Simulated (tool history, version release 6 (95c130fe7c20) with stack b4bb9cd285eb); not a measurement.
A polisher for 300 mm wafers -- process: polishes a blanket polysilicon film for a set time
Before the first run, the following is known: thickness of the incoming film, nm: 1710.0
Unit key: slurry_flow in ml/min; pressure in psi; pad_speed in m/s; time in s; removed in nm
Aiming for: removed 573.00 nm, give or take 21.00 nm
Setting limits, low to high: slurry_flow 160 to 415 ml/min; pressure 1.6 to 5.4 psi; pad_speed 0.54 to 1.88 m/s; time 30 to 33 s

Run 1, day 0.000: slurry_flow 265 ml/min, pressure 3.5 psi, pad_speed 1.20 m/s, time 33 s. Result: removed 420.38 nm.
Run 2, day 0.038: slurry_flow 265 ml/min, pressure 3.5 psi, pad_speed 1.20 m/s, time 33 s. Result: removed 431.01 nm.
Run 3, day 0.083: slurry_flow 265 ml/min, pressure 3.7 psi, pad_speed 1.20 m/s, time 33 s. Result: removed 455.18 nm.
Run 4, day 0.338: slurry_flow 265 ml/min, pressure 2.9 psi, pad_speed 1.20 m/s, time 33 s. Result: removed 353.26 nm.
Run 5, day 0.521: slurry_flow 265 ml/min, pressure 3.2 psi, pad_speed 1.20 m/s, time 33 s. Result: removed 387.56 nm.
Run 6, day 0.746: slurry_flow 325 ml/min, pressure 3.2 psi, pad_speed 1.20 m/s, time 33 s. Result: removed 395.35 nm.
Run 7, day 1.075: slurry_flow 325 ml/min, pressure 3.4 psi, pad_speed 1.20 m/s, time 33 s. Result: removed 419.28 nm.
Run 8, day 1.417: slurry_flow 325 ml/min, pressure 3.4 psi, pad_speed 1.20 m/s, time 33 s. Result: removed 411.41 nm.
Run 9, day 1.608: slurry_flow 325 ml/min, pressure 3.4 psi, pad_speed 1.20 m/s, time 33 s. Result: removed 423.76 nm.
Run 10, day 1.833: slurry_flow 325 ml/min, pressure 3.6 psi, pad_speed 1.20 m/s, time 33 s. Result: removed 433.12 nm.

5 candidate next runs follow, results not yet known. Just one meets every target within its allowed miss. Identify it.
Run A, day 2.058: slurry_flow 255 ml/min, pressure 3.4 psi, pad_speed 1.60 m/s, time 32 s. Result: removed ?.
Run B, day 2.058: slurry_flow 355 ml/min, pressure 4.1 psi, pad_speed 1.34 m/s, time 33 s. Result: removed ?.
Run C, day 2.058: slurry_flow 285 ml/min, pressure 3.5 psi, pad_speed 1.42 m/s, time 33 s. Result: removed ?.
Run D, day 2.058: slurry_flow 415 ml/min, pressure 3.4 psi, pad_speed 1.30 m/s, time 33 s. Result: removed ?.
Run E, day 2.058: slurry_flow 365 ml/min, pressure 3.2 psi, pad_speed 1.58 m/s, time 33 s. Result: removed ?.

move  removed
   A   540.78
   B   576.16
   C   514.81
   D   470.93
   E   532.83
A: gains on the last run, yet a result remains outside its allowed miss
B: each result inside its tolerance
C: gains on the last run, yet a result remains outside its allowed miss
D: gains on the last run, yet a result remains outside its allowed miss
E: gains on the last run, yet a result remains outside its allowed miss
Correct choice: B, which meets every target
